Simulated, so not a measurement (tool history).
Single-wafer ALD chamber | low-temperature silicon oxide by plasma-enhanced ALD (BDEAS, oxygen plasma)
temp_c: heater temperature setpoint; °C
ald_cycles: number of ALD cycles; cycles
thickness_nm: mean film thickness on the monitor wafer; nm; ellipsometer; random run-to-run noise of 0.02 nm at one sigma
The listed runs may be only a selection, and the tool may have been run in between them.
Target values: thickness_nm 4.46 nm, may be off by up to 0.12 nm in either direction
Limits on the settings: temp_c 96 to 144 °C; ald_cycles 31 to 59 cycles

run,hour,temp_c,ald_cycles,thickness_nm
1,0,120,45,5.9186
2,8.9,129,45,5.7885
3,9.9,129,42,5.4111
4,12.8,130,40,5.1416
5,14.7,122,40,5.2053
6,22.7,122,39,5.1103
7,27.2,122,38,4.9679
8,30,122,37,4.8458
9,37.9,122,36,4.7049

Pick the move, out of 5, that brings all results within their allowed miss; only one does.
A,45.8,114,37,?
B,45.8,125,39,?
C,45.8,120,38,?
D,45.8,125,34,?
E,45.8,115,38,?

move,thickness_nm
A,4.9109
B,5.0551
C,4.9792
D,4.407
E,5.0329
A: its largest miss is bigger than the last run's
B: its largest miss is bigger than the last run's
C: its largest miss is bigger than the last run's
D: every result within its allowed miss
E: its largest miss is bigger than the last run's
The move that meets every target is D.
